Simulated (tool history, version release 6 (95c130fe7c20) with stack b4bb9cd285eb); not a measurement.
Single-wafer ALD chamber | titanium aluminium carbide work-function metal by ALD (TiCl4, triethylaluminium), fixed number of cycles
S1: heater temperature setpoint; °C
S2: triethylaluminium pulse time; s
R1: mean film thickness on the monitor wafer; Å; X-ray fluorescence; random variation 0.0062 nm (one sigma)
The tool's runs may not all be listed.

run 1 hour=0 | S1=305 S2=12.27 | R1=19.111
run 2 hour=1.3 | S1=298 S2=9.91 | R1=16.976
run 3 hour=8.3 | S1=298 S2=6.75 | R1=12.163
run 4 hour=8.8 | S1=298 S2=4.95 | R1=5.2591
run 5 hour=11.4 | S1=293 S2=5.71 | R1=8.4481
run 6 hour=12.5 | S1=293 S2=4.42 | R1=2.1646
run 7 hour=19.6 | S1=300 S2=4.42 | R1=2.2592
run 8 hour=28.3 | S1=294 S2=4.82 | R1=4.4678
run 9 hour=30 | S1=290 S2=5.53 | R1=7.6221
run 10 hour=34 | S1=287 S2=5.64 | R1=7.8807
run 11 hour=40.7 | S1=285 S2=5.96 | R1=9.0403
run 12 hour=49.5 | S1=284 S2=6.25 | R1=9.9401
run 13 hour=57.8 | S1=283 S2=6.5 | R1=10.461

The next listed run, before its measurement:
run 14 hour=61.7 | S1=283 S2=6.5 | R1=?

R1: 10.565 Å
